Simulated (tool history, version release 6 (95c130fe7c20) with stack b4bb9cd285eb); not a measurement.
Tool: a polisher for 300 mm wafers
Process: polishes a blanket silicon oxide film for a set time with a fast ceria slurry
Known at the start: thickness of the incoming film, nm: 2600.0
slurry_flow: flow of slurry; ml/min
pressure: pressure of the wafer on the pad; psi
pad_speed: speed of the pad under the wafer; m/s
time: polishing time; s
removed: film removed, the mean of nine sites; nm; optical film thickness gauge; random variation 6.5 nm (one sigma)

run 1 hour=0.0 | slurry_flow=300 pressure=3.5 pad_speed=1.24 time=53 | removed=1185.9
run 2 hour=3.2 | slurry_flow=300 pressure=3.5 pad_speed=1.24 time=53 | removed=1186.0
run 3 hour=7.4 | slurry_flow=300 pressure=3.8 pad_speed=1.24 time=53 | removed=1301.7
run 4 hour=12.5 | slurry_flow=295 pressure=3.6 pad_speed=1.24 time=53 | removed=1222.7
run 5 hour=14.0 | slurry_flow=290 pressure=3.5 pad_speed=1.24 time=53 | removed=1195.3
run 6 hour=17.6 | slurry_flow=290 pressure=3.4 pad_speed=1.24 time=53 | removed=1142.3

Run 7 comes next. What will it give?
run 7 hour=19.6 | slurry_flow=280 pressure=3.4 pad_speed=1.24 time=53 | removed=?

{"run 7": {"removed": 1148.9}}
